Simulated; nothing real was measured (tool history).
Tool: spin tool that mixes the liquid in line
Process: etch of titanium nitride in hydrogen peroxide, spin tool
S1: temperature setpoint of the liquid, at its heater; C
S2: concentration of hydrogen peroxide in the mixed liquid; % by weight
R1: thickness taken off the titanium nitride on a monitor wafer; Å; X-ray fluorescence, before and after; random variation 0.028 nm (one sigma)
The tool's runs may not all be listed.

{"run": 1, "day": 0.0, "S1": 47.0, "S2": 22.0, "time under the liquid (s)": 310, "R1": 226.67}
{"run": 2, "day": 0.342, "S1": 47.0, "S2": 22.0, "time under the liquid (s)": 310, "R1": 227.3}
{"run": 3, "day": 0.642, "S1": 45.5, "S2": 22.0, "time under the liquid (s)": 310, "R1": 204.33}
{"run": 4, "day": 0.846, "S1": 45.5, "S2": 17.5, "time under the liquid (s)": 310, "R1": 192.21}
{"run": 5, "day": 1.142, "S1": 45.5, "S2": 16.0, "time under the liquid (s)": 310, "R1": 189.25}
{"run": 6, "day": 1.3, "S1": 48.5, "S2": 16.0, "time under the liquid (s)": 310, "R1": 237.55}
{"run": 7, "day": 1.429, "S1": 47.0, "S2": 16.0, "time under the liquid (s)": 310, "R1": 211.68}
{"run": 8, "day": 1.538, "S1": 45.5, "S2": 16.0, "time under the liquid (s)": 310, "R1": 189.62}
{"run": 9, "day": 1.862, "S1": 37.5, "S2": 15.5, "time under the liquid (s)": 310, "R1": 102.27}

The next listed run, before its measurement:
{"run": 10, "day": 1.954, "S1": 37.0, "S2": 15.5, "time under the liquid (s)": 310, "R1": "?"}

Run 10 gave R1 98.01 Å.
